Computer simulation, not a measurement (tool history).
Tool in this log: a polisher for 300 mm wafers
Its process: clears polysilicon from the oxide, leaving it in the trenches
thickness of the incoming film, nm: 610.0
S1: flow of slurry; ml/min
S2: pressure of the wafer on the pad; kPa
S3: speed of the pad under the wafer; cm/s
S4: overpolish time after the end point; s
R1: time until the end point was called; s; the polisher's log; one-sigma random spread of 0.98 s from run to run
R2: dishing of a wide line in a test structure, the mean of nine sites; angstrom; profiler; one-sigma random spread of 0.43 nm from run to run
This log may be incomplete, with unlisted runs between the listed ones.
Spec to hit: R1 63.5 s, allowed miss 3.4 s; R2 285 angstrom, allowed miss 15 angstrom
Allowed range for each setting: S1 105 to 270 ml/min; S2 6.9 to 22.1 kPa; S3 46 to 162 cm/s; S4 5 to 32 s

run,hour,S1,S2,S3,S4,R1,R2
1,0,175,14.5,104,16,55.371,495.56
2,0.6,175,14.5,104,15,56.45,479.7
3,8.3,200,14.5,104,15,54.66,479.59
4,16.4,230,14.5,104,15,53.5,477.5
5,24.9,230,11,104,15,68.757,452.5
6,31.1,230,7.6,104,15,84.484,422.33
7,33.6,235,7.6,108,14,86.436,403.1
8,39.5,235,7.6,108,14,86.476,422.55
9,40.7,240,9,102,13,80.79,413.22
10,47.7,245,9,108,12,75.983,406.2
11,54.9,250,9,112,11,72.656,397.59
12,59.3,250,9,112,11,72.255,413.88
# hour 65.5: head pressure recalibrated
13,65.5,250,9,114,10,74.304,376.74
14,70.9,200,6.9,142,5,77.633,254.58
15,77,235,8.3,150,6,62.596,325.02

Which one of the following 4 next-run settings gets every result inside its allowed miss? There is exactly one.
A,83.1,260,8.3,152,8,?,?
B,83.1,240,9,138,9,?,?
C,83.1,260,9.7,132,5,?,?
D,83.1,240,8.3,138,8,?,?

move,R1,R2
A,61.883,369.24
B,64.785,381.16
C,63.684,280.95
D,68.525,351.75
A: lands further from the targets than the last run did
B: lands further from the targets than the last run did
C: hits every target within its allowed miss
D: lands further from the targets than the last run did
C meets every target.
